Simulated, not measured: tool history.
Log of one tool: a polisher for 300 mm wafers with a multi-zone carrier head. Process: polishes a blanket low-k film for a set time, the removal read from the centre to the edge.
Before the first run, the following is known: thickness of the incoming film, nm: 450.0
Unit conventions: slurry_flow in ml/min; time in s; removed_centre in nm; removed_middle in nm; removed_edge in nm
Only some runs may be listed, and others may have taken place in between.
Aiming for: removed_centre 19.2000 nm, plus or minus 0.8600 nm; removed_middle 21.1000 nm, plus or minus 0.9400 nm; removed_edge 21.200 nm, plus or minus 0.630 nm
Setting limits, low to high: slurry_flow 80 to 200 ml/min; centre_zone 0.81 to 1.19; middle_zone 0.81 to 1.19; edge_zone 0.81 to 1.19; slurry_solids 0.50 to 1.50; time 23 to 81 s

Run 1, day 0.000: slurry_flow 130 ml/min, centre_zone 1.00, middle_zone 1.00, edge_zone 1.00, slurry_solids 1.00, time 52 s. Result: removed_centre 14.4320 nm, removed_middle 15.2290 nm, removed_edge 15.781 nm.
Run 2, day 0.158: slurry_flow 130 ml/min, centre_zone 1.00, middle_zone 1.00, edge_zone 1.00, slurry_solids 1.00, time 46 s. Result: removed_centre 12.2180 nm, removed_middle 13.4440 nm, removed_edge 13.945 nm.
Run 3, day 0.529: slurry_flow 130 ml/min, centre_zone 1.00, middle_zone 1.00, edge_zone 1.00, slurry_solids 1.00, time 34 s. Result: removed_centre 9.1203 nm, removed_middle 10.0480 nm, removed_edge 10.280 nm.
Run 4, day 0.775: slurry_flow 145 ml/min, centre_zone 1.00, middle_zone 1.00, edge_zone 1.00, slurry_solids 1.00, time 34 s. Result: removed_centre 9.6495 nm, removed_middle 10.2830 nm, removed_edge 10.445 nm.
Run 5, day 0.821: slurry_flow 145 ml/min, centre_zone 1.00, middle_zone 1.00, edge_zone 0.96, slurry_solids 1.00, time 34 s. Result: removed_centre 9.6521 nm, removed_middle 10.2320 nm, removed_edge 10.245 nm.
Run 6, day 0.883: slurry_flow 145 ml/min, centre_zone 1.06, middle_zone 1.00, edge_zone 0.96, slurry_solids 1.00, time 34 s. Result: removed_centre 10.1280 nm, removed_middle 9.9751 nm, removed_edge 10.219 nm.
Run 7, day 0.954: slurry_flow 145 ml/min, centre_zone 1.05, middle_zone 1.02, edge_zone 1.00, slurry_solids 1.15, time 39 s. Result: removed_centre 12.1030 nm, removed_middle 12.7250 nm, removed_edge 12.576 nm.
Run 8, day 1.246: slurry_flow 145 ml/min, centre_zone 1.05, middle_zone 1.02, edge_zone 1.03, slurry_solids 1.25, time 42 s. Result: removed_centre 13.3600 nm, removed_middle 13.8020 nm, removed_edge 14.431 nm.
Run 9, day 1.562: slurry_flow 180 ml/min, centre_zone 1.08, middle_zone 1.12, edge_zone 1.12, slurry_solids 1.50, time 52 s. Result: removed_centre 19.5230 nm, removed_middle 20.5610 nm, removed_edge 20.297 nm.
Run 10, day 1.779: slurry_flow 180 ml/min, centre_zone 1.07, middle_zone 1.12, edge_zone 1.13, slurry_solids 1.50, time 52 s. Result: removed_centre 18.9810 nm, removed_middle 19.7050 nm, removed_edge 20.256 nm.
Run 11, day 2.142: slurry_flow 180 ml/min, centre_zone 1.07, middle_zone 1.12, edge_zone 1.13, slurry_solids 1.50, time 52 s. Result: removed_centre 19.3190 nm, removed_middle 20.1960 nm, removed_edge 20.195 nm.

Exactly one of the 5 candidate moves below puts every result within its allowed miss. Which one?
Run A, day 2.504: slurry_flow 190 ml/min, centre_zone 0.94, middle_zone 1.19, edge_zone 1.07, slurry_solids 1.50, time 57 s. Result: removed_centre ?, removed_middle ?, removed_edge ?.
Run B, day 2.504: slurry_flow 195 ml/min, centre_zone 0.99, middle_zone 1.19, edge_zone 0.95, slurry_solids 1.45, time 55 s. Result: removed_centre ?, removed_middle ?, removed_edge ?.
Run C, day 2.504: slurry_flow 170 ml/min, centre_zone 1.04, middle_zone 1.13, edge_zone 1.13, slurry_solids 1.45, time 55 s. Result: removed_centre ?, removed_middle ?, removed_edge ?.
Run D, day 2.504: slurry_flow 180 ml/min, centre_zone 1.08, middle_zone 1.02, edge_zone 1.18, slurry_solids 1.50, time 52 s. Result: removed_centre ?, removed_middle ?, removed_edge ?.
Run E, day 2.504: slurry_flow 175 ml/min, centre_zone 1.08, middle_zone 1.04, edge_zone 1.19, slurry_solids 1.50, time 52 s. Result: removed_centre ?, removed_middle ?, removed_edge ?.

move  removed_centre  removed_middle  removed_edge
   A         18.3440         22.9020        21.958
   B         18.5230         21.9300        19.828
   C         18.9840         20.8910        21.250
   D         19.0640         19.2100        20.951
   E         18.9650         19.2940        20.968
A: takes the biggest miss from the last run beyond its target
B: its largest miss is bigger than the last run's
C: meets every target
D: gets the furthest-off result to its target, but another result is out of tolerance
E: gets the furthest-off result to its target, but another result is out of tolerance
So the answer is move C, the one that meets all the targets.
